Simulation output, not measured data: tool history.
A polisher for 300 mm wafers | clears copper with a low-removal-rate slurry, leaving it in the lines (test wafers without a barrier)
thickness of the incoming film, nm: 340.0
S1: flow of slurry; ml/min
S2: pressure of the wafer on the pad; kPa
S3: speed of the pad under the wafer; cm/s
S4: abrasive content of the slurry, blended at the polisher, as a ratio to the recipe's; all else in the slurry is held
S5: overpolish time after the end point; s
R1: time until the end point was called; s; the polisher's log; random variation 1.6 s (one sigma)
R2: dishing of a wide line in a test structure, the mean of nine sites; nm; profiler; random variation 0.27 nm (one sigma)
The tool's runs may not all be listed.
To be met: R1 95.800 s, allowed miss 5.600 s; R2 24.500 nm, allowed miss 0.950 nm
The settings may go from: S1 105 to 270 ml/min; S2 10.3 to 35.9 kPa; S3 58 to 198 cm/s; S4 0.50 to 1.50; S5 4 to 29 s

Run 1, hour 0.0: S1 175 ml/min, S2 22.8 kPa, S3 128 cm/s, S4 1.00, S5 15 s. Result: R1 89.363 s, R2 38.682 nm.
Run 2, hour 7.7: S1 180 ml/min, S2 22.1 kPa, S3 128 cm/s, S4 1.00, S5 13 s. Result: R1 90.065 s, R2 33.779 nm.
Run 3, hour 14.0: S1 180 ml/min, S2 22.1 kPa, S3 128 cm/s, S4 1.00, S5 10 s. Result: R1 89.494 s, R2 26.321 nm.
Run 4, hour 22.8: S1 220 ml/min, S2 22.1 kPa, S3 128 cm/s, S4 1.00, S5 10 s. Result: R1 89.176 s, R2 26.697 nm.
Run 5, hour 30.9: S1 220 ml/min, S2 18.6 kPa, S3 128 cm/s, S4 1.00, S5 10 s. Result: R1 101.020 s, R2 23.728 nm.
Run 6, hour 33.7: S1 220 ml/min, S2 18.6 kPa, S3 128 cm/s, S4 1.00, S5 15 s. Result: R1 99.669 s, R2 33.412 nm.
Run 7, hour 34.3: S1 225 ml/min, S2 18.6 kPa, S3 130 cm/s, S4 1.00, S5 13 s. Result: R1 99.727 s, R2 30.365 nm.
Run 8, hour 38.0: S1 225 ml/min, S2 19.3 kPa, S3 128 cm/s, S4 1.00, S5 12 s. Result: R1 96.983 s, R2 28.043 nm.
Run 9, hour 40.7: S1 230 ml/min, S2 19.3 kPa, S3 128 cm/s, S4 1.00, S5 11 s. Result: R1 97.448 s, R2 26.041 nm.

4 next moves are on the table. One of them brings every result within its allowed miss. Which?
Run A, hour 43.4: S1 220 ml/min, S2 20.0 kPa, S3 124 cm/s, S4 1.05, S5 12 s. Result: R1 ?, R2 ?.
Run B, hour 43.4: S1 190 ml/min, S2 17.9 kPa, S3 138 cm/s, S4 1.00, S5 12 s. Result: R1 ?, R2 ?.
Run C, hour 43.4: S1 230 ml/min, S2 20.7 kPa, S3 118 cm/s, S4 1.05, S5 9 s. Result: R1 ?, R2 ?.
Run D, hour 43.4: S1 250 ml/min, S2 20.7 kPa, S3 120 cm/s, S4 1.05, S5 10 s. Result: R1 ?, R2 ?.

move       R1      R2
   A   98.974  28.715
   B  100.170  28.310
   C  100.450  21.772
   D   97.937  24.571
A: further off than the last run
B: further off than the last run
C: takes the result that was furthest off past its target
D: meets every target
The right move is D.
